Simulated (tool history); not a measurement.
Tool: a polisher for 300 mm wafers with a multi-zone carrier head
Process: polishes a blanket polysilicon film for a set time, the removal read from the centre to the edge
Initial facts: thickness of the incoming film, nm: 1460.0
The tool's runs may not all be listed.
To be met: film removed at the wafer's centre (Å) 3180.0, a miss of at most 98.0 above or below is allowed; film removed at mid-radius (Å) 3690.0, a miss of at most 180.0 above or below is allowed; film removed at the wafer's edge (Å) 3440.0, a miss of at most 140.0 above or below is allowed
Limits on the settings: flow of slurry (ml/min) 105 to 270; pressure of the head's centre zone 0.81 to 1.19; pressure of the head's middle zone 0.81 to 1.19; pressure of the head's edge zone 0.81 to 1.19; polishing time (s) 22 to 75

run  hour  flow of slurry (ml/min)  pressure of the head's centre zone  pressure of the head's middle zone  pressure of the head's edge zone  polishing time (s)  film removed at the wafer's centre (Å)  film removed at mid-radius (Å)  film removed at the wafer's edge (Å)
  1   0.0                      175                                1.00                                1.00                              1.00                  48                                  5130.9                          4990.1                                5188.0
  2   7.8                      170                                0.98                                1.01                              0.98                  45                                  4679.0                          4746.6                                4878.2
  3  12.0                      170                                1.06                                1.01                              0.98                  45                                  5140.4                          4588.1                                4731.3
  4  16.2                      170                                1.04                                1.02                              0.96                  43                                  4831.2                          4671.7                                4495.1
  5  25.1                      170                                1.04                                1.10                              0.96                  43                                  4875.7                          4788.1                                4553.1
  6  28.5                      215                                1.04                                1.10                              0.96                  43                                  5027.4                          5001.4                                4583.9
  7  32.5                      215                                1.04                                1.10                              0.96                  43                                  5026.7                          5018.0                                4702.7
  8  34.9                      165                                0.94                                1.05                              0.86                  30                                  3011.9                          3174.8                                2938.3
  9  37.5                      170                                0.94                                1.06                              0.88                  30                                  3011.9                          3233.9                                3018.2
 10  39.2                      175                                0.94                                1.07                              0.90                  30                                  3065.8                          3359.1                                3087.3

5 candidate next runs follow, results not yet known. Just one meets every target within its allowed miss. Identify it.
  A  40.9                      150                                0.96                                1.04                              0.92                  30                                       ?                               ?                                     ?
  B  40.9                      195                                1.03                                1.09                              0.83                  28                                       ?                               ?                                     ?
  C  40.9                      180                                0.98                                1.06                              0.87                  30                                       ?                               ?                                     ?
  D  40.9                      230                                0.92                                1.19                              0.84                  29                                       ?                               ?                                     ?
  E  40.9                      145                                0.92                                1.10                              0.97                  33                                       ?                               ?                                     ?

move  film removed at the wafer's centre (Å)  film removed at mid-radius (Å)  film removed at the wafer's edge (Å)
   A                                  3011.3                          3133.6                                3031.4
   B                                  3151.1                          3152.9                                2776.0
   C                                  3171.3                          3269.4                                3014.0
   D                                  2982.2                          3576.9                                2931.7
   E                                  3154.9                          3582.8                                3402.4
A: lands further from the targets than the last run did
B: lands further from the targets than the last run did
C: lands further from the targets than the last run did
D: lands further from the targets than the last run did
E: every result lands within tolerance
The right move is E.
